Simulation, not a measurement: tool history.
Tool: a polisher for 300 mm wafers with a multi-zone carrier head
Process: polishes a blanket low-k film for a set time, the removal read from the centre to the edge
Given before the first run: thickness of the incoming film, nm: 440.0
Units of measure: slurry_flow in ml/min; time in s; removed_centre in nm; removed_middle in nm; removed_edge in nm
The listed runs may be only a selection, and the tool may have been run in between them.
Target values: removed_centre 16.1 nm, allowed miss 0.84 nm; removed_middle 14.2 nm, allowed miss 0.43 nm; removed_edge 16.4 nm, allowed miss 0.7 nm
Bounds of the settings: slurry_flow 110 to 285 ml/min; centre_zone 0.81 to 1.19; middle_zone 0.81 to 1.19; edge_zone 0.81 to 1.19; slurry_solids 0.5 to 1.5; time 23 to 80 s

{"run": 1, "day": 0.0, "slurry_flow": 180, "centre_zone": 1, "middle_zone": 1, "edge_zone": 1, "slurry_solids": 1, "time": 51, "removed_centre": 16.348, "removed_middle": 16.386, "removed_edge": 16.264}
{"run": 2, "day": 0.142, "slurry_flow": 180, "centre_zone": 1, "middle_zone": 1, "edge_zone": 1, "slurry_solids": 1, "time": 46, "removed_centre": 14.52, "removed_middle": 14.732, "removed_edge": 14.554}
{"run": 3, "day": 0.475, "slurry_flow": 180, "centre_zone": 1.01, "middle_zone": 0.98, "edge_zone": 1.03, "slurry_solids": 1, "time": 46, "removed_centre": 14.469, "removed_middle": 14.378, "removed_edge": 14.634}
{"run": 4, "day": 0.704, "slurry_flow": 180, "centre_zone": 1.01, "middle_zone": 0.98, "edge_zone": 1.03, "slurry_solids": 1, "time": 36, "removed_centre": 11.644, "removed_middle": 11.357, "removed_edge": 11.424}
{"run": 5, "day": 0.804, "slurry_flow": 180, "centre_zone": 1.02, "middle_zone": 0.96, "edge_zone": 1.06, "slurry_solids": 1.15, "time": 37, "removed_centre": 12.585, "removed_middle": 12.195, "removed_edge": 12.92}
{"run": 6, "day": 1.146, "slurry_flow": 180, "centre_zone": 1.02, "middle_zone": 0.96, "edge_zone": 1.12, "slurry_solids": 1.15, "time": 37, "removed_centre": 12.814, "removed_middle": 12.296, "removed_edge": 13.33}
{"run": 7, "day": 1.175, "slurry_flow": 190, "centre_zone": 1.04, "middle_zone": 0.95, "edge_zone": 1.14, "slurry_solids": 1.25, "time": 37, "removed_centre": 13.584, "removed_middle": 12.442, "removed_edge": 13.723}
{"run": 8, "day": 1.321, "slurry_flow": 190, "centre_zone": 1.04, "middle_zone": 0.95, "edge_zone": 1.14, "slurry_solids": 1.25, "time": 37, "removed_centre": 13.615, "removed_middle": 12.384, "removed_edge": 13.558}
{"run": 9, "day": 1.496, "slurry_flow": 190, "centre_zone": 1.04, "middle_zone": 0.95, "edge_zone": 1.14, "slurry_solids": 1.25, "time": 37, "removed_centre": 13.408, "removed_middle": 12.31, "removed_edge": 13.64}
{"run": 10, "day": 1.554, "slurry_flow": 190, "centre_zone": 1.05, "middle_zone": 0.95, "edge_zone": 1.15, "slurry_solids": 1.3, "time": 38, "removed_centre": 14.58, "removed_middle": 13.105, "removed_edge": 14.487}
{"run": 11, "day": 1.692, "slurry_flow": 185, "centre_zone": 1.05, "middle_zone": 0.94, "edge_zone": 1.16, "slurry_solids": 1.35, "time": 38, "removed_centre": 14.252, "removed_middle": 12.839, "removed_edge": 14.507}
{"run": 12, "day": 1.733, "slurry_flow": 185, "centre_zone": 1.05, "middle_zone": 0.94, "edge_zone": 1.16, "slurry_solids": 1.35, "time": 38, "removed_centre": 14.439, "removed_middle": 13.087, "removed_edge": 14.583}
{"run": 13, "day": 2.058, "slurry_flow": 190, "centre_zone": 1.05, "middle_zone": 0.93, "edge_zone": 1.17, "slurry_solids": 1.4, "time": 39, "removed_centre": 15.147, "removed_middle": 13.511, "removed_edge": 15.302}
{"run": 14, "day": 2.417, "slurry_flow": 195, "centre_zone": 1.05, "middle_zone": 0.93, "edge_zone": 1.18, "slurry_solids": 1.45, "time": 39, "removed_centre": 15.33, "removed_middle": 13.77, "removed_edge": 15.629}

5 candidate next runs follow, results not yet known. Just one meets every target within its allowed miss. Identify it.
{"run": "A", "day": 2.775, "slurry_flow": 180, "centre_zone": 0.85, "middle_zone": 0.82, "edge_zone": 1.18, "slurry_solids": 1.45, "time": 44, "removed_centre": "?", "removed_middle": "?", "removed_edge": "?"}
{"run": "B", "day": 2.775, "slurry_flow": 160, "centre_zone": 0.92, "middle_zone": 0.85, "edge_zone": 1.15, "slurry_solids": 1.5, "time": 41, "removed_centre": "?", "removed_middle": "?", "removed_edge": "?"}
{"run": "C", "day": 2.775, "slurry_flow": 145, "centre_zone": 0.88, "middle_zone": 0.9, "edge_zone": 1.19, "slurry_solids": 1.35, "time": 45, "removed_centre": "?", "removed_middle": "?", "removed_edge": "?"}
{"run": "D", "day": 2.775, "slurry_flow": 125, "centre_zone": 1.04, "middle_zone": 0.87, "edge_zone": 1.12, "slurry_solids": 1.35, "time": 42, "removed_centre": "?", "removed_middle": "?", "removed_edge": "?"}
{"run": "E", "day": 2.775, "slurry_flow": 230, "centre_zone": 1.04, "middle_zone": 0.91, "edge_zone": 1.18, "slurry_solids": 1.35, "time": 42, "removed_centre": "?", "removed_middle": "?", "removed_edge": "?"}

move=A removed_centre=13.712 removed_middle=14.089 removed_edge=17.16
move=B removed_centre=13.818 removed_middle=13.512 removed_edge=15.818
move=C removed_centre=13.804 removed_middle=14.815 removed_edge=16.876
move=D removed_centre=14.972 removed_middle=13.222 removed_edge=15.095
move=E removed_centre=16.069 removed_middle=14.614 removed_edge=16.232
A: carries the result that was furthest off beyond its target, to the other side
B: the furthest-off result lands on target, but another misses its tolerance
C: the furthest-off result lands on target, but another misses its tolerance
D: moves away from the targets compared with the last run
E: meets every target
Move E is the one to make.
